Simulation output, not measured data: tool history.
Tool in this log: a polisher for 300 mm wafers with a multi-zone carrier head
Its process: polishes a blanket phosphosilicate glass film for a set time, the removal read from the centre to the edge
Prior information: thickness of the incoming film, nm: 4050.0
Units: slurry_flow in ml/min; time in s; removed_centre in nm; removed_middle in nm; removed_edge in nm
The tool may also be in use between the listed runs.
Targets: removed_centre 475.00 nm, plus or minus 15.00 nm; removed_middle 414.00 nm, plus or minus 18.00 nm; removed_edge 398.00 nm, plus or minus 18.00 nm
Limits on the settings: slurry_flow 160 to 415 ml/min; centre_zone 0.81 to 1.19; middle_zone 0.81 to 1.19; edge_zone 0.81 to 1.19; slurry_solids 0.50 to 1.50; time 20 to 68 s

run 1 day=0.000 | slurry_flow=265 centre_zone=1.00 middle_zone=1.00 edge_zone=1.00 slurry_solids=1.00 time=44 | removed_centre=354.29 removed_middle=340.70 removed_edge=352.05
run 2 day=0.321 | slurry_flow=275 centre_zone=1.05 middle_zone=1.03 edge_zone=1.01 slurry_solids=1.05 time=44 | removed_centre=382.85 removed_middle=361.88 removed_edge=362.94
run 3 day=0.517 | slurry_flow=275 centre_zone=0.98 middle_zone=1.03 edge_zone=1.01 slurry_solids=1.05 time=44 | removed_centre=353.60 removed_middle=371.94 removed_edge=371.09
run 4 day=0.683 | slurry_flow=275 centre_zone=0.98 middle_zone=1.10 edge_zone=1.01 slurry_solids=1.05 time=44 | removed_centre=362.08 removed_middle=381.31 removed_edge=363.28
run 5 day=0.746 | slurry_flow=285 centre_zone=1.04 middle_zone=1.11 edge_zone=1.03 slurry_solids=1.10 time=44 | removed_centre=393.38 removed_middle=401.86 removed_edge=381.25
run 6 day=1.104 | slurry_flow=285 centre_zone=1.04 middle_zone=1.04 edge_zone=1.03 slurry_solids=1.10 time=44 | removed_centre=388.84 removed_middle=375.35 removed_edge=389.84
run 7 day=1.283 | slurry_flow=285 centre_zone=1.04 middle_zone=1.04 edge_zone=1.03 slurry_solids=1.10 time=44 | removed_centre=393.27 removed_middle=379.34 removed_edge=381.60
run 8 day=1.588 | slurry_flow=300 centre_zone=1.08 middle_zone=1.06 edge_zone=1.03 slurry_solids=1.10 time=44 | removed_centre=409.88 removed_middle=391.60 removed_edge=384.92
run 9 day=1.846 | slurry_flow=310 centre_zone=1.11 middle_zone=1.06 edge_zone=1.03 slurry_solids=1.10 time=44 | removed_centre=420.67 removed_middle=391.00 removed_edge=393.17
run 10 day=1.933 | slurry_flow=310 centre_zone=1.13 middle_zone=1.07 edge_zone=1.01 slurry_solids=1.15 time=44 | removed_centre=437.40 removed_middle=395.27 removed_edge=384.75
run 11 day=2.054 | slurry_flow=320 centre_zone=1.15 middle_zone=1.08 edge_zone=1.01 slurry_solids=1.15 time=44 | removed_centre=444.42 removed_middle=405.90 removed_edge=383.62
run 12 day=2.300 | slurry_flow=325 centre_zone=1.16 middle_zone=1.08 edge_zone=1.01 slurry_solids=1.15 time=44 | removed_centre=449.47 removed_middle=398.42 removed_edge=385.15
run 13 day=2.379 | slurry_flow=330 centre_zone=1.17 middle_zone=1.08 edge_zone=1.01 slurry_solids=1.15 time=44 | removed_centre=450.55 removed_middle=402.31 removed_edge=384.99

Exercise: of the 4 proposed moves below, exactly one satisfies all targets within the stated allowed misses. Which move is it?
run A day=2.458 | slurry_flow=380 centre_zone=1.03 middle_zone=1.11 edge_zone=0.85 slurry_solids=1.30 time=42 | removed_centre=? removed_middle=? removed_edge=?
run B day=2.458 | slurry_flow=350 centre_zone=1.12 middle_zone=1.13 edge_zone=0.97 slurry_solids=1.15 time=42 | removed_centre=? removed_middle=? removed_edge=?
run C day=2.458 | slurry_flow=415 centre_zone=1.10 middle_zone=0.98 edge_zone=0.88 slurry_solids=1.10 time=48 | removed_centre=? removed_middle=? removed_edge=?
run D day=2.458 | slurry_flow=270 centre_zone=1.12 middle_zone=1.16 edge_zone=1.05 slurry_solids=1.10 time=44 | removed_centre=? removed_middle=? removed_edge=?

move=A removed_centre=419.15 removed_middle=418.30 removed_edge=370.86
move=B removed_centre=424.66 removed_middle=396.31 removed_edge=369.56
move=C removed_centre=472.78 removed_middle=407.38 removed_edge=399.20
move=D removed_centre=422.29 removed_middle=402.39 removed_edge=385.22
A: further off than the last run
B: further off than the last run
C: all results in spec
D: further off than the last run
The right move is C.
